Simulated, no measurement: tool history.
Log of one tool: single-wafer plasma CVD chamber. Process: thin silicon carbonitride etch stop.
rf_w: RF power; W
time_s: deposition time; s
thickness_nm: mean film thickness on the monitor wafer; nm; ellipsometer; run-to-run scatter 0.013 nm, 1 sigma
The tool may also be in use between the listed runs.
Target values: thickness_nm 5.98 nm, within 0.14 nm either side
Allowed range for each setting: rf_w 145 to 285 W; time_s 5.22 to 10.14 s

| run | hour | rf_w | time_s | thickness_nm |
|---|---|---|---|---|
| 1 | 0 | 215 | 7.68 | 4.6529 |
| 2 | 3.3 | 220 | 7.9 | 4.8409 |
| 3 | 7.4 | 195 | 7.9 | 4.6143 |
| 4 | 10.2 | 170 | 7.9 | 4.4132 |
| 5 | 14.3 | 170 | 7.47 | 4.1654 |
| 6 | 16.3 | 180 | 7.71 | 4.3735 |
| 7 | 20 | 190 | 7.91 | 4.6066 |
| 8 | 22.4 | 200 | 8.06 | 4.755 |
| 9 | 24.1 | 210 | 8.2 | 4.9341 |

Next run, 4 choices. One meets every target within its allowed miss, the rest don't. Which?
| A | 25.8 | 265 | 9.52 | ? |
| B | 25.8 | 230 | 9.58 | ? |
| C | 25.8 | 260 | 9.55 | ? |
| D | 25.8 | 220 | 9.08 | ? |

| move | thickness_nm |
|---|---|
| A | 6.204 |
| B | 5.948 |
| C | 6.1834 |
| D | 5.5513 |
A: moves the result that the last run missed by most past its target, out the other side
B: all results in spec
C: moves the result that the last run missed by most past its target, out the other side
D: nearer the targets than the last run, but a result is still out of spec
B meets every target.
